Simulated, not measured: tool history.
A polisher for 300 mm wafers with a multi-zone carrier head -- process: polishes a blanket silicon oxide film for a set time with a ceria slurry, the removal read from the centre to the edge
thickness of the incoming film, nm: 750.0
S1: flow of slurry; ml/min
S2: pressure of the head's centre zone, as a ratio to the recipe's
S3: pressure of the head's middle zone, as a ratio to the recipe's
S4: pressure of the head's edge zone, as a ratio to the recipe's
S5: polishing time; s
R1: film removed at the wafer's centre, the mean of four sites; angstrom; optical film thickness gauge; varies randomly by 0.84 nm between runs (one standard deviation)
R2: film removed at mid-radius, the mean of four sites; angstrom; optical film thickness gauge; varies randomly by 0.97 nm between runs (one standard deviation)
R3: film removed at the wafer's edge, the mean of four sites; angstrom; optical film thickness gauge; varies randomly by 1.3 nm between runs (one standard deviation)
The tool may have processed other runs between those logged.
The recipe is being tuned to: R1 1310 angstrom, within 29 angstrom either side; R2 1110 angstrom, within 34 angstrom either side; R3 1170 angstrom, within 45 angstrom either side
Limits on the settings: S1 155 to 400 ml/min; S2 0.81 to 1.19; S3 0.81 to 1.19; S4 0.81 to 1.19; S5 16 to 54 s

run 1 hour=0 | S1=255 S2=1 S3=1 S4=1 S5=35 | R1=1659.4 R2=1645.3 R3=1639.9
run 2 hour=7.3 | S1=255 S2=1 S3=0.97 S4=0.97 S5=33 | R1=1565.4 R2=1521.9 R3=1538.4
run 3 hour=16 | S1=255 S2=0.93 S3=0.97 S4=0.97 S5=33 | R1=1453 R2=1513.3 R3=1538.8
run 4 hour=19.1 | S1=255 S2=0.95 S3=0.94 S4=0.94 S5=31 | R1=1393.9 R2=1385.5 R3=1458.9
run 5 hour=26.8 | S1=255 S2=0.98 S3=0.93 S4=0.92 S5=29 | R1=1324.6 R2=1314.7 R3=1338
run 6 hour=32 | S1=255 S2=0.94 S3=0.93 S4=0.92 S5=29 | R1=1284.3 R2=1306.6 R3=1341
-- hour=34.3 slurry nozzle cleaned
run 7 hour=34.3 | S1=250 S2=0.97 S3=0.91 S4=0.9 S5=28 | R1=1309.6 R2=1262.6 R3=1275.1
run 8 hour=38.2 | S1=240 S2=0.98 S3=0.89 S4=0.89 S5=28 | R1=1322 R2=1218.1 R3=1276.5

4 candidate next runs follow, results not yet known. Just one meets every target within its allowed miss. Identify it.
run A hour=42.1 | S1=255 S2=0.89 S3=0.84 S4=0.94 S5=31 | R1=? R2=? R3=?
run B hour=42.1 | S1=295 S2=0.97 S3=0.82 S4=0.95 S5=28 | R1=? R2=? R3=?
run C hour=42.1 | S1=185 S2=1.05 S3=0.81 S4=0.83 S5=27 | R1=? R2=? R3=?
run D hour=42.1 | S1=270 S2=0.96 S3=1.02 S4=0.84 S5=29 | R1=? R2=? R3=?

move=A R1=1343.7 R2=1324 R3=1475.9
move=B R1=1329.1 R2=1193.6 R3=1350.4
move=C R1=1326.4 R2=1104.3 R3=1196.1
move=D R1=1355.2 R2=1377.3 R3=1317
A: lands further from the targets than the last run did
B: lands further from the targets than the last run did
C: every result lands within tolerance
D: lands further from the targets than the last run did
Move C is the one to make.
